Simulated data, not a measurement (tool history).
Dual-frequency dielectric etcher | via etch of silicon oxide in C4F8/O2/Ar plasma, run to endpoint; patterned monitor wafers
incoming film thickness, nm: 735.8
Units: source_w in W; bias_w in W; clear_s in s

run	hour	source_w	bias_w	clear_s
1	0	1830	2141	139.69
2	7.5	1830	2313	137.63
3	15.8	1830	2071	143.14
4	17.6	1930	2109	140.14
5	26.5	2020	2187	136.23
6	27.2	2330	2187	132.07
7	28.3	2370	2233	131.38

The next listed run, before its measurement:
8	29.7	2400	2280	?

clear_s: 129.37 s
